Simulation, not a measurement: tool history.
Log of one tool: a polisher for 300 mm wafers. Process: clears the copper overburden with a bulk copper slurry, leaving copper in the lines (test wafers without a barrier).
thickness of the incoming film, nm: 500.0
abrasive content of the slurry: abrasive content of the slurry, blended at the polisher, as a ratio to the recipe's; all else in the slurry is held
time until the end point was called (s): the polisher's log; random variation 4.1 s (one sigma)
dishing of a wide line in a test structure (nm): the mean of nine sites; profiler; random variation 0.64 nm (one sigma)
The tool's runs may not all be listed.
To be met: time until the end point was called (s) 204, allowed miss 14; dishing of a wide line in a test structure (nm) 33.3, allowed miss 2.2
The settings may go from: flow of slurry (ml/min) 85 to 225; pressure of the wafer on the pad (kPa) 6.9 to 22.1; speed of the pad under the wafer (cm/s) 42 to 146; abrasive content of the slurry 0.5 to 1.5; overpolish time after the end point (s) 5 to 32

| run | hour | flow of slurry (ml/min) | pressure of the wafer on the pad (kPa) | speed of the pad under the wafer (cm/s) | abrasive content of the slurry | overpolish time after the end point (s) | time until the end point was called (s) | dishing of a wide line in a test structure (nm) |
|---|---|---|---|---|---|---|---|---|
| 1 | 0 | 145 | 14.5 | 94 | 1 | 16 | 101.38 | 51.288 |
| 2 | 8.8 | 170 | 14.5 | 94 | 1 | 16 | 94.832 | 53.875 |
| 3 | 16.7 | 170 | 14.5 | 94 | 1.15 | 16 | 97.414 | 55.065 |
| 4 | 20.8 | 160 | 12.4 | 90 | 1.15 | 17 | 119.54 | 50.319 |
| 5 | 25.6 | 130 | 12.4 | 90 | 1.15 | 17 | 124.19 | 48.411 |
|  | 32 | worn pad replaced by a new one |
| 6 | 32 | 130 | 11 | 88 | 1.15 | 17 | 125.63 | 43.915 |
| 7 | 36.1 | 125 | 9.7 | 80 | 1.15 | 18 | 159.87 | 39.412 |
| 8 | 40.8 | 125 | 9 | 78 | 1.15 | 18 | 174.81 | 37.082 |

Which of these 5 next moves meets every target?
| A | 45.5 | 140 | 8.3 | 70 | 1.15 | 19 | ? | ? |
| B | 45.5 | 180 | 8.3 | 94 | 1.2 | 18 | ? | ? |
| C | 45.5 | 130 | 9.7 | 82 | 1.15 | 16 | ? | ? |
| D | 45.5 | 135 | 12.4 | 70 | 1.2 | 16 | ? | ? |
| E | 45.5 | 140 | 9.7 | 52 | 1.2 | 27 | ? | ? |

| move | time until the end point was called (s) | dishing of a wide line in a test structure (nm) |
|---|---|---|
| A | 204.6 | 32.946 |
| B | 146.72 | 41.063 |
| C | 153.71 | 36.691 |
| D | 138.43 | 40.917 |
| E | 232.51 | 40.05 |
A: meets every target
B: further off than the last run
C: further off than the last run
D: further off than the last run
E: takes the result that was furthest off past its target
Move A is the one to make.

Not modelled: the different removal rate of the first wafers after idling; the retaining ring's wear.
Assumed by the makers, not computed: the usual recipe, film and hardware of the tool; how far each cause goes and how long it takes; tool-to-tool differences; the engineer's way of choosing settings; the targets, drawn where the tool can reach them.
